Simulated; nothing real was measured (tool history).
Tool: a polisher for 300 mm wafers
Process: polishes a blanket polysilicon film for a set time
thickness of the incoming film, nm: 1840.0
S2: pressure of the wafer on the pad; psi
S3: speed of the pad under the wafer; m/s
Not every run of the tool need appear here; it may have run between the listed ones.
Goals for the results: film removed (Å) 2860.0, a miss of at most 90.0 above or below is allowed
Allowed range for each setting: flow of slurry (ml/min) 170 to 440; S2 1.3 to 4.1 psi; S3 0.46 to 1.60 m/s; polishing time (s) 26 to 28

{"run": 1, "hour": 0.0, "flow of slurry (ml/min)": 280, "S2": 2.7, "S3": 1.02, "polishing time (s)": 28, "film removed (Å)": 1911.5}
{"run": 2, "hour": 8.2, "flow of slurry (ml/min)": 210, "S2": 2.7, "S3": 1.02, "polishing time (s)": 28, "film removed (Å)": 1827.4}
{"run": 3, "hour": 14.5, "flow of slurry (ml/min)": 255, "S2": 2.7, "S3": 1.02, "polishing time (s)": 28, "film removed (Å)": 1872.9}
{"run": 4, "hour": 15.4, "flow of slurry (ml/min)": 260, "S2": 2.8, "S3": 1.02, "polishing time (s)": 28, "film removed (Å)": 1995.3}
{"run": 5, "hour": 19.3, "flow of slurry (ml/min)": 205, "S2": 2.8, "S3": 1.02, "polishing time (s)": 28, "film removed (Å)": 1897.3}
{"run": 6, "hour": 26.4, "flow of slurry (ml/min)": 215, "S2": 2.9, "S3": 1.02, "polishing time (s)": 28, "film removed (Å)": 1976.3}
{"run": 7, "hour": 32.3, "flow of slurry (ml/min)": 225, "S2": 3.0, "S3": 1.02, "polishing time (s)": 28, "film removed (Å)": 2046.4}
{"run": 8, "hour": 38.9, "flow of slurry (ml/min)": 235, "S2": 3.1, "S3": 1.02, "polishing time (s)": 28, "film removed (Å)": 2114.2}
{"run": 9, "hour": 44.8, "flow of slurry (ml/min)": 240, "S2": 3.2, "S3": 1.02, "polishing time (s)": 28, "film removed (Å)": 2223.8}
{"run": 10, "hour": 48.3, "flow of slurry (ml/min)": 245, "S2": 3.3, "S3": 1.02, "polishing time (s)": 28, "film removed (Å)": 2300.9}
{"run": 11, "hour": 55.2, "flow of slurry (ml/min)": 250, "S2": 3.4, "S3": 1.02, "polishing time (s)": 28, "film removed (Å)": 2305.2}
{"run": 12, "hour": 61.4, "flow of slurry (ml/min)": 250, "S2": 3.5, "S3": 1.02, "polishing time (s)": 28, "film removed (Å)": 2390.4}
{"run": 13, "hour": 67.4, "flow of slurry (ml/min)": 255, "S2": 3.6, "S3": 1.02, "polishing time (s)": 28, "film removed (Å)": 2479.5}
{"run": 14, "hour": 71.7, "flow of slurry (ml/min)": 255, "S2": 3.6, "S3": 1.02, "polishing time (s)": 28, "film removed (Å)": 2456.0}

5 candidate next runs follow, results not yet known. Just one meets every target within its allowed miss. Identify it.
{"run": "A", "hour": 76.0, "flow of slurry (ml/min)": 335, "S2": 4.1, "S3": 1.0, "polishing time (s)": 28, "film removed (Å)": "?"}
{"run": "B", "hour": 76.0, "flow of slurry (ml/min)": 260, "S2": 3.1, "S3": 0.98, "polishing time (s)": 28, "film removed (Å)": "?"}
{"run": "C", "hour": 76.0, "flow of slurry (ml/min)": 210, "S2": 3.4, "S3": 1.0, "polishing time (s)": 27, "film removed (Å)": "?"}
{"run": "D", "hour": 76.0, "flow of slurry (ml/min)": 300, "S2": 4.0, "S3": 1.18, "polishing time (s)": 28, "film removed (Å)": "?"}
{"run": "E", "hour": 76.0, "flow of slurry (ml/min)": 290, "S2": 3.3, "S3": 1.12, "polishing time (s)": 26, "film removed (Å)": "?"}

move=A film_removed_(Å)=2828.7
move=B film_removed_(Å)=2088.7
move=C film_removed_(Å)=2166.7
move=D film_removed_(Å)=3076.2
move=E film_removed_(Å)=2285.5
A: all results land within tolerance of their targets
B: lands further from the targets than the last run did
C: lands further from the targets than the last run did
D: the result that was furthest off in the last run now lies on the other side of its target
E: lands further from the targets than the last run did
So the answer is move A, the one that meets all the targets.
